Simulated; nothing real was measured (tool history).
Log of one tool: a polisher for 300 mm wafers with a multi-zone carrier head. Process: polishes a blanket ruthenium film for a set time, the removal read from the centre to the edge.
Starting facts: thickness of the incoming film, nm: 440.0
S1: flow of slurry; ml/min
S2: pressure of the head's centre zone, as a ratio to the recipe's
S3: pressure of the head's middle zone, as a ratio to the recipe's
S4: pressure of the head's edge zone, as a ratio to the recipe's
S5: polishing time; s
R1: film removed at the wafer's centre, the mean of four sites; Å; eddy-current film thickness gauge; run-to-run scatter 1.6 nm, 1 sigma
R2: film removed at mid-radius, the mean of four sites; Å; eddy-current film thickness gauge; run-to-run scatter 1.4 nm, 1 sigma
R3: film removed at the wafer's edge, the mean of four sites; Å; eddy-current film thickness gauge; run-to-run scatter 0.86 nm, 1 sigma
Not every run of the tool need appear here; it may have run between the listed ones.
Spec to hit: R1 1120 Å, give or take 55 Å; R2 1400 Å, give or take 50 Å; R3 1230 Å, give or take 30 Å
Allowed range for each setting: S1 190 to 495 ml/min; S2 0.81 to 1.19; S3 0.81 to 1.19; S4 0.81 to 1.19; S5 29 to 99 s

run  hour   S1    S2    S3    S4  S5      R1      R2      R3
  1     0  320     1     1     1  64  863.48  895.83  937.93
  2     5  320     1  1.04     1  64  864.23   906.9  924.79
  3   7.7  320  1.03  1.04     1  64  910.64  912.32  925.56
  4   9.7  335     1  1.08  0.99  70  948.36  1034.4    1008
  5    12  345  0.99  1.11  0.99  74  1009.1  1128.5    1066
  6  15.4  355  0.98  1.13  0.99  77  1044.9  1196.6  1110.3
  7  17.1  360  0.97  1.15  0.99  79  1043.9    1233  1150.7
  8  18.8  360  0.96  1.16  0.98  81  1026.7  1282.5  1159.2
  9  22.5  360  0.96  1.16  0.98  81  1069.1    1274  1161.8
 10  30.4  370  0.95  1.17  0.98  82  1058.5    1289    1178
 11  35.4  355  0.95  1.18  0.98  83    1083  1316.1  1200.7
       39  -- edge zone pressure recalibrated
 12    39  375  0.95  1.18  0.98  83  1062.2  1339.8  1160.2

Which of these 5 next moves meets every target?
  A  42.6  330  0.94  1.18  0.99  88   ?   ?   ?
  B  42.6  285  0.88  1.11  1.04  92   ?   ?   ?
  C  42.6  320   0.9  1.09  1.08  86   ?   ?   ?
  D  42.6  455  0.94  1.19  0.88  83   ?   ?   ?
  E  42.6  300  0.83  1.16  0.99  91   ?   ?   ?

move      R1      R2      R3
   A    1122    1408  1234.2
   B  1078.3  1375.4  1307.3
   C  1045.2  1281.5  1257.4
   D  1088.9  1373.1  1123.9
   E  1012.2  1421.6  1267.2
A: in spec on every target
B: takes the result that was furthest off past its target
C: the worst result of the last run now meets its target, but another is out of spec
D: further off than the last run
E: takes the result that was furthest off past its target
A is the move that brings every result within its allowed miss.
